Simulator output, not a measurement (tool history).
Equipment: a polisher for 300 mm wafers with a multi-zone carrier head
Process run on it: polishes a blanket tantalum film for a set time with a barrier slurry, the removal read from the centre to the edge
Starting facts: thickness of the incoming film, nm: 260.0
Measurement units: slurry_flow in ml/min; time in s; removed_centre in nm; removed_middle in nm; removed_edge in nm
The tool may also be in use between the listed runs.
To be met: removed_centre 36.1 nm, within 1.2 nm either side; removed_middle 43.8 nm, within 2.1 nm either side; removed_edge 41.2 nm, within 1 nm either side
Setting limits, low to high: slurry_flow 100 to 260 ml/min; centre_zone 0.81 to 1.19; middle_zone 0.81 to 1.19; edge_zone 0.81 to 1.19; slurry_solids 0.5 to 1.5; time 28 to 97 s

{"run": 1, "hour": 0.0, "slurry_flow": 165, "centre_zone": 1, "middle_zone": 1, "edge_zone": 1, "slurry_solids": 1, "time": 62, "removed_centre": 75.214, "removed_middle": 75.725, "removed_edge": 77.227}
{"run": 2, "hour": 4.8, "slurry_flow": 160, "centre_zone": 0.97, "middle_zone": 1, "edge_zone": 0.98, "slurry_solids": 0.9, "time": 58, "removed_centre": 67.997, "removed_middle": 69.843, "removed_edge": 69.907}
{"run": 3, "hour": 9.5, "slurry_flow": 160, "centre_zone": 0.9, "middle_zone": 1, "edge_zone": 0.98, "slurry_solids": 0.9, "time": 58, "removed_centre": 61.799, "removed_middle": 69.666, "removed_edge": 69.778}
{"run": 4, "hour": 14.6, "slurry_flow": 120, "centre_zone": 0.9, "middle_zone": 1, "edge_zone": 0.98, "slurry_solids": 0.9, "time": 58, "removed_centre": 58.06, "removed_middle": 65.661, "removed_edge": 67.206}
{"run": 5, "hour": 20.0, "slurry_flow": 120, "centre_zone": 0.89, "middle_zone": 1, "edge_zone": 0.96, "slurry_solids": 0.85, "time": 55, "removed_centre": 53.87, "removed_middle": 62.153, "removed_edge": 62.989}
{"run": 6, "hour": 21.5, "slurry_flow": 120, "centre_zone": 0.89, "middle_zone": 1, "edge_zone": 0.94, "slurry_solids": 0.8, "time": 52, "removed_centre": 50.173, "removed_middle": 58.748, "removed_edge": 57.117}
{"run": 7, "hour": 27.9, "slurry_flow": 120, "centre_zone": 0.88, "middle_zone": 0.99, "edge_zone": 0.92, "slurry_solids": 0.75, "time": 50, "removed_centre": 47.673, "removed_middle": 53.808, "removed_edge": 53.532}
{"run": 8, "hour": 32.4, "slurry_flow": 115, "centre_zone": 0.87, "middle_zone": 0.99, "edge_zone": 0.91, "slurry_solids": 0.7, "time": 49, "removed_centre": 44.995, "removed_middle": 51.441, "removed_edge": 51.547}
{"run": 9, "hour": 35.7, "slurry_flow": 115, "centre_zone": 0.86, "middle_zone": 1, "edge_zone": 0.9, "slurry_solids": 0.65, "time": 48, "removed_centre": 42.086, "removed_middle": 49.428, "removed_edge": 49.148}
{"run": 10, "hour": 43.5, "slurry_flow": 115, "centre_zone": 0.86, "middle_zone": 1.03, "edge_zone": 0.81, "slurry_solids": 0.5, "time": 43, "removed_centre": 36.152, "removed_middle": 43.858, "removed_edge": 39.738}

Consider the 4 candidate settings below. Which is the only one whose results all fall within their allowed miss of target?
{"run": "A", "hour": 51.3, "slurry_flow": 160, "centre_zone": 0.85, "middle_zone": 1.01, "edge_zone": 0.81, "slurry_solids": 0.5, "time": 40, "removed_centre": "?", "removed_middle": "?", "removed_edge": "?"}
{"run": "B", "hour": 51.3, "slurry_flow": 130, "centre_zone": 0.83, "middle_zone": 1, "edge_zone": 0.82, "slurry_solids": 0.5, "time": 43, "removed_centre": "?", "removed_middle": "?", "removed_edge": "?"}
{"run": "C", "hour": 51.3, "slurry_flow": 125, "centre_zone": 0.87, "middle_zone": 1.11, "edge_zone": 0.81, "slurry_solids": 0.55, "time": 39, "removed_centre": "?", "removed_middle": "?", "removed_edge": "?"}
{"run": "D", "hour": 51.3, "slurry_flow": 130, "centre_zone": 0.89, "middle_zone": 1.07, "edge_zone": 0.81, "slurry_solids": 0.55, "time": 39, "removed_centre": "?", "removed_middle": "?", "removed_edge": "?"}

move=A removed_centre=36.114 removed_middle=44.492 removed_edge=39.668
move=B removed_centre=35.944 removed_middle=45.273 removed_edge=41.447
move=C removed_centre=34.511 removed_middle=45.32 removed_edge=37.853
move=D removed_centre=35.715 removed_middle=44.366 removed_edge=38.145
A: roughly where the last run was
B: every result lands within tolerance
C: the biggest miss grows against the last run
D: the biggest miss grows against the last run
The right move is B.
